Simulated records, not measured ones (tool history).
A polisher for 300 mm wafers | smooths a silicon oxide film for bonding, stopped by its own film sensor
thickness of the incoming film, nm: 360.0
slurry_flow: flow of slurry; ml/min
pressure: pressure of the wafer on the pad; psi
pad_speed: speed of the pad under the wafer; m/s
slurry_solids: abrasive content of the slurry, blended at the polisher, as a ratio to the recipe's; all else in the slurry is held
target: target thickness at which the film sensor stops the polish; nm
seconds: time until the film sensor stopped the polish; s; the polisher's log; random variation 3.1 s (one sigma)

run  hour  slurry_flow  pressure  pad_speed  slurry_solids  target  seconds
  1     0          220       2.4       0.74              1     282   115.24
  2   7.8          240       2.4       0.74              1     282   112.34
  3  10.6          240       2.4       0.74              1     278   121.55
  4  15.7          240       2.6       0.74              1     278   111.95
  5  19.1          240       2.6        0.8              1     278   103.99
  6    23          240       2.5        0.8              1     278   108.72
  7  30.5          240       2.4        0.8              1     278   116.27
  8    36          240       2.3        0.8              1     278   116.77
  9  37.6          240       2.2        0.8              1     278   121.06
 10  42.9          240       2.1        0.8              1     278   129.49
 11  49.1          240         2        0.8              1     278   135.68
 12  55.4          240       1.9        0.8              1     278   143.86

The next listed run, before its measurement:
 13  61.2          240       1.8        0.8              1     278        ?

{"run 13": {"seconds": 144.82}}

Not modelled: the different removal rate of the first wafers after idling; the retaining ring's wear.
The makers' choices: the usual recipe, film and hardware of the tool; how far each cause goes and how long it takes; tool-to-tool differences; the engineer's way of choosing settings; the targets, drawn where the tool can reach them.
